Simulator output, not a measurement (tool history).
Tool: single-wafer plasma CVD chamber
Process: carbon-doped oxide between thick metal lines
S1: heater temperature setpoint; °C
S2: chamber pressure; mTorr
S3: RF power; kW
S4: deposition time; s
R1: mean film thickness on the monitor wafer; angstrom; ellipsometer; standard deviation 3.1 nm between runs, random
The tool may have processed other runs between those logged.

Run 1, hour 0: S1 330 °C, S2 4280 mTorr, S3 0.395 kW, S4 301 s. Result: R1 12029 angstrom.
Run 2, hour 6.1: S1 334 °C, S2 4280 mTorr, S3 0.395 kW, S4 301 s. Result: R1 11946 angstrom.
Run 3, hour 14.8: S1 333 °C, S2 4520 mTorr, S3 0.41 kW, S4 302 s. Result: R1 12450 angstrom.
Run 4, hour 17.4: S1 331 °C, S2 4730 mTorr, S3 0.42 kW, S4 302 s. Result: R1 12823 angstrom.
Run 5, hour 19.4: S1 331 °C, S2 4730 mTorr, S3 0.365 kW, S4 302 s. Result: R1 11536 angstrom.
Run 6, hour 24.7: S1 326 °C, S2 4730 mTorr, S3 0.365 kW, S4 302 s. Result: R1 11783 angstrom.
Run 7, hour 33.3: S1 324 °C, S2 4910 mTorr, S3 0.38 kW, S4 303 s. Result: R1 12275 angstrom.
Run 8, hour 38.9: S1 322 °C, S2 5050 mTorr, S3 0.39 kW, S4 303 s. Result: R1 12646 angstrom.
Run 9, hour 45.3: S1 321 °C, S2 5180 mTorr, S3 0.4 kW, S4 303 s. Result: R1 12955 angstrom.
Run 10, hour 53.6: S1 320 °C, S2 5280 mTorr, S3 0.405 kW, S4 303 s. Result: R1 13155 angstrom.

Run 11, settings as shown, results not yet in. Your forecast:
Run 11, hour 57.2: S1 319 °C, S2 5370 mTorr, S3 0.41 kW, S4 303 s. Result: R1 ?.

Run 11 gave R1 13355 angstrom.
